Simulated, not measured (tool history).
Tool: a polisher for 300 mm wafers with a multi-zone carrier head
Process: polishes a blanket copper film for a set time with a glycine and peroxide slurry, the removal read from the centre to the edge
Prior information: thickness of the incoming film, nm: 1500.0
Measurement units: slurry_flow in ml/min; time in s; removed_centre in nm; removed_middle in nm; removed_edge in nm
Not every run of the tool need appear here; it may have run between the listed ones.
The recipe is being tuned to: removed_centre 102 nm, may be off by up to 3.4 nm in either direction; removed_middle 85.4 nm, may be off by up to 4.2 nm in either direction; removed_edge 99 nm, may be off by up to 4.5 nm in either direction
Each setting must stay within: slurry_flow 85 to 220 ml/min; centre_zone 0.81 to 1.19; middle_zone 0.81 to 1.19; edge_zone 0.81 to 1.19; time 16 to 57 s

run,hour,slurry_flow,centre_zone,middle_zone,edge_zone,time,removed_centre,removed_middle,removed_edge
1,0,140,1,1,1,36,154,158.86,151.38
2,4.1,130,1.01,0.95,1,32,136.96,133.26,136.94
3,11.2,130,1.01,0.87,1,32,133.99,125.41,137.01
4,14.2,165,1.01,0.87,1,32,143.04,130.68,140.29
5,17.1,165,1.01,0.87,0.93,32,142.55,127.04,133.16
6,19.4,155,1.02,0.85,0.93,29,129.7,116.29,125.64
7,24.3,155,1.04,0.84,0.93,26,115.63,101.11,109.89
8,30.8,145,1.05,0.83,0.93,25,113.69,95.946,103.87
9,34,135,1.05,0.82,0.95,25,110.74,92.827,103.83
10,40.7,125,1.05,0.82,0.96,25,109.17,92.778,102.77
11,43.1,120,1.05,0.82,0.98,25,107.69,90.823,103.13
12,45.3,120,1.05,0.82,0.98,25,108.85,90.734,104.36

Which one of the following 4 next-run settings gets every result inside its allowed miss? There is exactly one.
A,47.5,150,1.07,0.84,1.08,22,?,?,?
B,47.5,95,1.15,0.81,0.97,24,?,?,?
C,47.5,85,0.91,0.81,1.01,27,?,?,?
D,47.5,100,0.96,0.86,1.09,27,?,?,?

move,removed_centre,removed_middle,removed_edge
A,102.81,85.92,98.97
B,110.78,84.422,97.255
C,96.207,93.205,110.05
D,105.01,100.74,116.49
A: all results land within tolerance of their targets
B: misses by more than the last run did
C: takes the result that was furthest off past its target
D: the furthest-off result lands on target, but another misses its tolerance
Go with A: it meets all targets.
